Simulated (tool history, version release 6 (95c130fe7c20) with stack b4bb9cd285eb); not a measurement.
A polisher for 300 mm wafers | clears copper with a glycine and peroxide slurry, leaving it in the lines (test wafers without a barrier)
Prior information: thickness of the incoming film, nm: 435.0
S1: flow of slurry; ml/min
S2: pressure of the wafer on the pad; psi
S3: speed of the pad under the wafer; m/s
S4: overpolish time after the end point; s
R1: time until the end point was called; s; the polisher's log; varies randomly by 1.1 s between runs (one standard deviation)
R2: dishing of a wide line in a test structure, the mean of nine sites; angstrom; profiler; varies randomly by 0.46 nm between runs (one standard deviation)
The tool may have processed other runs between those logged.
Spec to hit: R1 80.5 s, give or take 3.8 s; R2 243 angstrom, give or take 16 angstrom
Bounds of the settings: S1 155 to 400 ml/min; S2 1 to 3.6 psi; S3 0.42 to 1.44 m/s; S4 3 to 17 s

run	day	S1	S2	S3	S4	R1	R2
1	0	255	2.3	0.92	9	89.689	315
2	0.154	255	2.4	0.92	8	87.93	284.72
3	0.4	255	2.8	0.92	8	76.902	325.14
4	0.717	255	3.3	0.92	8	66.678	353.3
# day 0.783: head pressure recalibrated
5	0.783	255	3.3	1.02	8	57.098	413.22
6	0.962	255	3.3	1.02	11	57.027	526.25
7	1.042	255	2.7	0.98	7	70.092	313.19
8	1.371	255	2.6	0.98	7	70.172	310.12

Pick the move, out of 4, that brings all results within their allowed miss; only one does.
A	1.7	255	2.5	0.82	6	?	?
B	1.7	285	2.8	0.74	12	?	?
C	1.7	260	2.5	0.86	7	?	?
D	1.7	260	2.5	1.04	6	?	?

move	R1	R2
A	82.218	240.89
B	78.778	438.92
C	79.846	281.46
D	71.239	271.23
A: every result within its allowed miss
B: moves away from the targets compared with the last run
C: closer than the last run, but not yet in spec
D: closer than the last run, but not yet in spec
Go with A: it meets all targets.
